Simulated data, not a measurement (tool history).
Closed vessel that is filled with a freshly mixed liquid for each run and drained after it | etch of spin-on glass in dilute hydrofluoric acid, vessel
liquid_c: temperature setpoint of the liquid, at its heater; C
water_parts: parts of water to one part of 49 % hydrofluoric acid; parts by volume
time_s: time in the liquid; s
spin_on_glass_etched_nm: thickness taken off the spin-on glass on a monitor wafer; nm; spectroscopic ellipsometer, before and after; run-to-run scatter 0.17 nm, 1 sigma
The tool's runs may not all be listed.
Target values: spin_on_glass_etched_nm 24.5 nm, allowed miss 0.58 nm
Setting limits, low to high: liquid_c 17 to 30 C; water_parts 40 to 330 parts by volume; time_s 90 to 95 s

run	hour	liquid_c	water_parts	time_s	spin_on_glass_etched_nm
1	0	22	185	90	8.3976
2	8.9	23.5	165	90	10.234
3	14.5	23.5	165	90	10.116
4	21.1	23.5	165	95	10.809
5	29	24.5	150	95	12.586
6	34	24.5	150	95	12.341
# hour 39: hydrofluoric acid flow meter replaced
7	39	25.5	135	95	15.96
8	44.6	26.5	130	95	17.484
9	48.6	27	130	95	17.589
10	52.3	27.5	125	95	18.94
11	57.1	28	125	95	19.443
12	62.7	28.5	120	95	20.784
13	69.8	29	120	95	20.991
14	72.8	29.5	110	95	23.472

Which of these 4 next moves meets every target?
A	75.8	29	110	95	?
B	75.8	29.5	115	95	?
C	75.8	29	105	95	?
D	75.8	29	105	90	?

move	spin_on_glass_etched_nm
A	23.127
B	22.385
C	24.394
D	23.11
A: lands further from the targets than the last run did
B: lands further from the targets than the last run did
C: all results in spec
D: lands further from the targets than the last run did
So the answer is move C, the one that meets all the targets.
